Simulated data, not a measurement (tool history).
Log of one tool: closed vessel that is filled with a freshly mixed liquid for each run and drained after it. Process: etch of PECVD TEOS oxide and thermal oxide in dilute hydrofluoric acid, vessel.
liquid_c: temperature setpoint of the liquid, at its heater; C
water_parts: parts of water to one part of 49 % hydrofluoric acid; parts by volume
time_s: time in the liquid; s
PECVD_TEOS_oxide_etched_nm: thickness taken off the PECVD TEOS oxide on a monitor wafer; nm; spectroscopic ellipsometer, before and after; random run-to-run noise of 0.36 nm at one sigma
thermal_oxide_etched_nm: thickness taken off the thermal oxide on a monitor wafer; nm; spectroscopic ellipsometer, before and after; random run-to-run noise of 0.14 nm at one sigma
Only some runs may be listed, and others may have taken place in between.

run 1 day=0 | liquid_c=25 water_parts=150 time_s=490 | PECVD_TEOS_oxide_etched_nm=29.642 thermal_oxide_etched_nm=13.995
run 2 day=0.158 | liquid_c=26.5 water_parts=150 time_s=490 | PECVD_TEOS_oxide_etched_nm=31.264 thermal_oxide_etched_nm=14.765
run 3 day=0.546 | liquid_c=28.5 water_parts=150 time_s=490 | PECVD_TEOS_oxide_etched_nm=33.872 thermal_oxide_etched_nm=16.064
run 4 day=0.871 | liquid_c=29 water_parts=145 time_s=490 | PECVD_TEOS_oxide_etched_nm=35.676 thermal_oxide_etched_nm=17.1
run 5 day=0.954 | liquid_c=25.5 water_parts=145 time_s=490 | PECVD_TEOS_oxide_etched_nm=31.622 thermal_oxide_etched_nm=14.969
run 6 day=1.1 | liquid_c=26.5 water_parts=140 time_s=490 | PECVD_TEOS_oxide_etched_nm=33.666 thermal_oxide_etched_nm=16.121
run 7 day=1.379 | liquid_c=27.5 water_parts=140 time_s=490 | PECVD_TEOS_oxide_etched_nm=35.757 thermal_oxide_etched_nm=16.883
run 8 day=1.746 | liquid_c=28.5 water_parts=140 time_s=490 | PECVD_TEOS_oxide_etched_nm=36.319 thermal_oxide_etched_nm=17.487
run 9 day=1.85 | liquid_c=29 water_parts=135 time_s=490 | PECVD_TEOS_oxide_etched_nm=38.446 thermal_oxide_etched_nm=18.319
run 10 day=2.175 | liquid_c=29.5 water_parts=135 time_s=490 | PECVD_TEOS_oxide_etched_nm=39.169 thermal_oxide_etched_nm=18.755
run 11 day=2.246 | liquid_c=30 water_parts=135 time_s=490 | PECVD_TEOS_oxide_etched_nm=40.378 thermal_oxide_etched_nm=19.337

The next listed run, before its measurement:
run 12 day=2.625 | liquid_c=30.5 water_parts=135 time_s=490 | PECVD_TEOS_oxide_etched_nm=? thermal_oxide_etched_nm=?

Run 12 gave PECVD_TEOS_oxide_etched_nm 40.781 nm, thermal_oxide_etched_nm 19.468 nm.
